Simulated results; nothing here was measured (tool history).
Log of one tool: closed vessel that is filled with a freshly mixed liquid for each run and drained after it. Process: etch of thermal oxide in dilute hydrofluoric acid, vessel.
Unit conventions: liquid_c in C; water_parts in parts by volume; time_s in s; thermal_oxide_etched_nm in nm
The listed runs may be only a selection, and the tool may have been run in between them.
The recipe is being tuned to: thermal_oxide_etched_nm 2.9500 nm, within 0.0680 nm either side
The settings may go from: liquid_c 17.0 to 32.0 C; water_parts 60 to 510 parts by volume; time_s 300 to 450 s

run    day  liquid_c  water_parts  time_s  thermal_oxide_etched_nm
  1  0.000      24.0          285     450                   5.6826
  2  0.188      23.0          295     450                   5.1997
  3  0.504      22.5          305     450                   4.9152
  4  0.600      22.0          315     450                   4.6475
  5  0.654      21.5          325     450                   4.3662
     0.742  -- thermometer replaced
  6  0.742      21.5          325     300                   3.1251
  7  1.083      21.5          325     300                   3.1217
  8  1.292      21.0          325     300                   3.0521

Exercise: of the 5 proposed moves below, exactly one satisfies all targets within the stated allowed misses. Which move is it?
  A  1.500      24.0          370     330                        ?
  B  1.500      21.5          340     300                        ?
  C  1.500      21.5          315     300                        ?
  D  1.500      21.0          355     350                        ?
  E  1.500      19.0          310     330                        ?

move  thermal_oxide_etched_nm
   A                   3.1477
   B                   2.9373
   C                   3.2427
   D                   3.1827
   E                   3.3260
A: misses by more than the last run did
B: every result within its allowed miss
C: misses by more than the last run did
D: misses by more than the last run did
E: misses by more than the last run did
B is the move that brings every result within its allowed miss.
